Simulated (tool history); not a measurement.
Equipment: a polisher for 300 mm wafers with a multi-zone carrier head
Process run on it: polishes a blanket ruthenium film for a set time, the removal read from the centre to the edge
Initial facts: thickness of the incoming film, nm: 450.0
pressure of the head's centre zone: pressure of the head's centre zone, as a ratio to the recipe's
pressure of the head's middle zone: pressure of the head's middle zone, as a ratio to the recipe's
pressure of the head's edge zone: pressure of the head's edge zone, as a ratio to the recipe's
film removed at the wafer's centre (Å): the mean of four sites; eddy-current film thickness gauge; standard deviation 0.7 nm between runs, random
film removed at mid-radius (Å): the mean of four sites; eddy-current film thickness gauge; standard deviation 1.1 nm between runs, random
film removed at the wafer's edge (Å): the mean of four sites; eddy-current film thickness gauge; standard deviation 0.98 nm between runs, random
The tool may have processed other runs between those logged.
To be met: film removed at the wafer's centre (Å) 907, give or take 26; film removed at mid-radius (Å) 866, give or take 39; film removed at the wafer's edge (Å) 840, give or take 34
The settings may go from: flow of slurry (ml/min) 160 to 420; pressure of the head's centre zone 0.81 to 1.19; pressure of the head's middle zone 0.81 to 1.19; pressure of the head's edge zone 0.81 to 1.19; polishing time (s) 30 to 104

run,hour,flow of slurry (ml/min),pressure of the head's centre zone,pressure of the head's middle zone,pressure of the head's edge zone,polishing time (s),film removed at the wafer's centre (Å),film removed at mid-radius (Å),film removed at the wafer's edge (Å)
1,0,270,1,1,1,67,1027.7,1052.7,1033
2,1.1,270,0.96,1,1,67,971.93,1043.7,1034.7
3,6.4,270,0.96,1,1.07,67,984.95,1025,1050
4,14.7,270,0.97,1,1.06,66,999.28,1028.8,1058.3
5,19.1,270,0.97,1.08,1.06,66,968.74,1103.5,1044.9
6,19.6,270,0.98,1.07,1.04,65,991.74,1068.2,1048.4
7,26.6,270,0.98,1.06,1.02,64,961.3,1037.9,993.08
8,27.5,270,0.98,1.05,1.01,63,946.28,1015.9,981.9

Pick the move, out of 5, that brings all results within their allowed miss; only one does.
A,28.4,265,0.89,0.87,1.17,66,?,?,?
B,28.4,190,1.02,0.85,1.15,66,?,?,?
C,28.4,325,1.02,1.19,0.81,56,?,?,?
D,28.4,295,1.07,1,0.98,55,?,?,?
E,28.4,260,0.99,1.11,1.02,69,?,?,?

move,film removed at the wafer's centre (Å),film removed at mid-radius (Å),film removed at the wafer's edge (Å)
A,905.75,914.71,1126.4
B,995.95,863.24,1085.4
C,902.27,1030.7,809.97
D,919.99,864.5,864.4
E,1053.8,1171.3,1093.8
A: further off than the last run
B: further off than the last run
C: corrects the largest miss of the last run, while another result sits out of spec
D: every result within its allowed miss
E: further off than the last run
So the answer is move D, the one that meets all the targets.

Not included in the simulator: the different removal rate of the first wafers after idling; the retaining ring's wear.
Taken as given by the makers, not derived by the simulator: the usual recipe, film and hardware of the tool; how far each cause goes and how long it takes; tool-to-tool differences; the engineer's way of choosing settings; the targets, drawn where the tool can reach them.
